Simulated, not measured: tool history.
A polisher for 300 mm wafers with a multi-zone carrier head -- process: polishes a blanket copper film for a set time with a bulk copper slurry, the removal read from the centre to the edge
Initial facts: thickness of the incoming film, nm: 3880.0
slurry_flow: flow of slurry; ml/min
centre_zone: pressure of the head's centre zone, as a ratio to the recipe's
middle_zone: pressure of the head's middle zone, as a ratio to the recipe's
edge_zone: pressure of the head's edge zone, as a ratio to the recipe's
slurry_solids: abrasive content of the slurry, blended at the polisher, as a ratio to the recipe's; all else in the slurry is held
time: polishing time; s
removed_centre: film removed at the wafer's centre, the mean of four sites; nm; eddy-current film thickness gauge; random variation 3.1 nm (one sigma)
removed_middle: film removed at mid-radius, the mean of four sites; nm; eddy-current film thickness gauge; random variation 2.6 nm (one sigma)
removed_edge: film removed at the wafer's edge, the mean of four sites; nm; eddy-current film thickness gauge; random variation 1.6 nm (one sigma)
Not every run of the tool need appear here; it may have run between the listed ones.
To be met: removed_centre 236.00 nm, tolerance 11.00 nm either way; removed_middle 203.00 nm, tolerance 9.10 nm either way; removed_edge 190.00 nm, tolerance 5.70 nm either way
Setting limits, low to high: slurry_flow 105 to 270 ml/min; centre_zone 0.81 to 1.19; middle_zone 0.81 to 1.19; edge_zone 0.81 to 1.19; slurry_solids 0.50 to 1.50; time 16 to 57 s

run 1 hour=0.0 | slurry_flow=175 centre_zone=1.00 middle_zone=1.00 edge_zone=1.00 slurry_solids=1.00 time=36 | removed_centre=282.88 removed_middle=268.95 removed_edge=269.54
run 2 hour=6.7 | slurry_flow=175 centre_zone=1.02 middle_zone=1.00 edge_zone=0.96 slurry_solids=0.90 time=34 | removed_centre=266.73 removed_middle=251.92 removed_edge=246.15
run 3 hour=8.5 | slurry_flow=175 centre_zone=1.02 middle_zone=0.91 edge_zone=0.96 slurry_solids=0.90 time=34 | removed_centre=259.08 removed_middle=232.93 removed_edge=249.26
run 4 hour=11.4 | slurry_flow=175 centre_zone=1.09 middle_zone=0.91 edge_zone=0.96 slurry_solids=0.90 time=34 | removed_centre=276.17 removed_middle=235.18 removed_edge=247.04
run 5 hour=15.9 | slurry_flow=175 centre_zone=1.09 middle_zone=0.86 edge_zone=0.96 slurry_solids=0.90 time=34 | removed_centre=275.61 removed_middle=220.22 removed_edge=243.98
run 6 hour=23.7 | slurry_flow=140 centre_zone=1.09 middle_zone=0.86 edge_zone=0.96 slurry_solids=0.90 time=34 | removed_centre=263.86 removed_middle=212.40 removed_edge=239.97
run 7 hour=32.4 | slurry_flow=145 centre_zone=1.10 middle_zone=0.89 edge_zone=0.93 slurry_solids=0.80 time=33 | removed_centre=258.82 removed_middle=207.64 removed_edge=225.13
run 8 hour=33.5 | slurry_flow=145 centre_zone=1.10 middle_zone=0.92 edge_zone=0.90 slurry_solids=0.75 time=32 | removed_centre=253.69 removed_middle=210.02 removed_edge=217.34
run 9 hour=40.5 | slurry_flow=145 centre_zone=1.10 middle_zone=0.94 edge_zone=0.88 slurry_solids=0.70 time=31 | removed_centre=236.99 removed_middle=202.04 removed_edge=203.29

Next run, 4 choices. One meets every target within its allowed miss, the rest don't. Which?
run A hour=47.5 | slurry_flow=185 centre_zone=1.02 middle_zone=0.91 edge_zone=0.86 slurry_solids=0.65 time=30 | removed_centre=? removed_middle=? removed_edge=?
run B hour=47.5 | slurry_flow=155 centre_zone=1.11 middle_zone=0.88 edge_zone=0.90 slurry_solids=0.50 time=32 | removed_centre=? removed_middle=? removed_edge=?
run C hour=47.5 | slurry_flow=170 centre_zone=1.07 middle_zone=0.96 edge_zone=0.86 slurry_solids=0.65 time=32 | removed_centre=? removed_middle=? removed_edge=?
run D hour=47.5 | slurry_flow=230 centre_zone=1.13 middle_zone=1.00 edge_zone=0.89 slurry_solids=0.50 time=28 | removed_centre=? removed_middle=? removed_edge=?

move=A removed_centre=223.91 removed_middle=196.91 removed_edge=199.17
move=B removed_centre=242.91 removed_middle=191.55 removed_edge=204.81
move=C removed_centre=246.51 removed_middle=216.29 removed_edge=209.97
move=D removed_centre=233.24 removed_middle=199.20 removed_edge=187.03
A: better than the last run, though not everything is in spec
B: moves away from the targets compared with the last run
C: moves away from the targets compared with the last run
D: meets every target
Go with D: it meets all targets.

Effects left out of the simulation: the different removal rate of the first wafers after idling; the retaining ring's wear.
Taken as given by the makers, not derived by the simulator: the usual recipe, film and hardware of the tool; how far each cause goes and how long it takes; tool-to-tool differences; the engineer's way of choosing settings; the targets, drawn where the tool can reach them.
